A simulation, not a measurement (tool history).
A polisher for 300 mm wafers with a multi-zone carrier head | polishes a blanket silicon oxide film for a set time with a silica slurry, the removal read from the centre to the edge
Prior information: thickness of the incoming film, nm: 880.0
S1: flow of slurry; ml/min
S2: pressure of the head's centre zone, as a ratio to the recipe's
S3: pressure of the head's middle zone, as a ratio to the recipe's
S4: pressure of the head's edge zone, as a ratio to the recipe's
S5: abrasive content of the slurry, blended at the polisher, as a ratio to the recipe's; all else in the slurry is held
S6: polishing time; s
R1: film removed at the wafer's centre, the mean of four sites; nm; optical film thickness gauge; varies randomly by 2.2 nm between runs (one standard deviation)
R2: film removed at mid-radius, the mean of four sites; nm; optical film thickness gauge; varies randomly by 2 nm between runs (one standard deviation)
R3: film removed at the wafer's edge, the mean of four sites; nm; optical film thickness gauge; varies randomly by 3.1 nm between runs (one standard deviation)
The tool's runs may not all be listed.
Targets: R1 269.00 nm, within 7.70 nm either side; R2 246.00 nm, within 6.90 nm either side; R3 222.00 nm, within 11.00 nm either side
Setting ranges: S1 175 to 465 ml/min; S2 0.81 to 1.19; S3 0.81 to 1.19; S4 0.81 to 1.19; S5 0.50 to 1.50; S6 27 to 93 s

run 1 hour=0.0 | S1=295 S2=1.00 S3=1.00 S4=1.00 S5=1.00 S6=59 | R1=287.99 R2=283.09 R3=295.63
run 2 hour=8.2 | S1=295 S2=1.00 S3=1.06 S4=1.00 S5=1.00 S6=59 | R1=287.86 R2=297.82 R3=292.03
run 3 hour=11.4 | S1=295 S2=1.00 S3=1.00 S4=1.00 S5=1.00 S6=59 | R1=292.88 R2=281.26 R3=289.92
run 4 hour=14.8 | S1=295 S2=1.00 S3=0.92 S4=1.00 S5=1.00 S6=59 | R1=292.42 R2=263.18 R3=295.94
run 5 hour=22.4 | S1=300 S2=1.03 S3=0.95 S4=0.95 S5=0.90 S6=59 | R1=288.48 R2=265.63 R3=279.01
run 6 hour=30.2 | S1=300 S2=0.98 S3=0.95 S4=0.95 S5=0.90 S6=59 | R1=274.53 R2=263.42 R3=275.97
run 7 hour=38.0 | S1=305 S2=1.02 S3=0.96 S4=0.91 S5=0.80 S6=59 | R1=275.45 R2=254.28 R3=265.20
run 8 hour=46.6 | S1=310 S2=1.06 S3=1.00 S4=0.88 S5=0.70 S6=58 | R1=268.29 R2=248.77 R3=245.88
run 9 hour=53.4 | S1=315 S2=1.08 S3=1.02 S4=0.86 S5=0.65 S6=58 | R1=269.49 R2=248.11 R3=236.81
run 10 hour=58.0 | S1=315 S2=1.09 S3=1.03 S4=0.85 S5=0.65 S6=58 | R1=270.97 R2=250.05 R3=234.57

Exercise: of the 5 proposed moves below, exactly one satisfies all targets within the stated allowed misses. Which move is it?
run A hour=62.6 | S1=230 S2=1.12 S3=1.05 S4=0.81 S5=0.60 S6=60 | R1=? R2=? R3=?
run B hour=62.6 | S1=285 S2=1.11 S3=1.01 S4=0.81 S5=0.65 S6=60 | R1=? R2=? R3=?
run C hour=62.6 | S1=320 S2=1.03 S3=1.01 S4=0.89 S5=0.65 S6=60 | R1=? R2=? R3=?
run D hour=62.6 | S1=340 S2=1.03 S3=0.96 S4=0.88 S5=0.55 S6=64 | R1=? R2=? R3=?
run E hour=62.6 | S1=290 S2=1.03 S3=0.94 S4=0.90 S5=0.75 S6=60 | R1=? R2=? R3=?

move=A R1=270.37 R2=247.58 R3=223.95
move=B R1=283.45 R2=252.76 R3=234.79
move=C R1=266.46 R2=255.95 R3=247.16
move=D R1=270.93 R2=249.30 R3=249.79
move=E R1=275.94 R2=249.91 R3=258.54
A: meets every target
B: the biggest miss grows against the last run
C: the biggest miss grows against the last run
D: the biggest miss grows against the last run
E: the biggest miss grows against the last run
Go with A: it meets all targets.
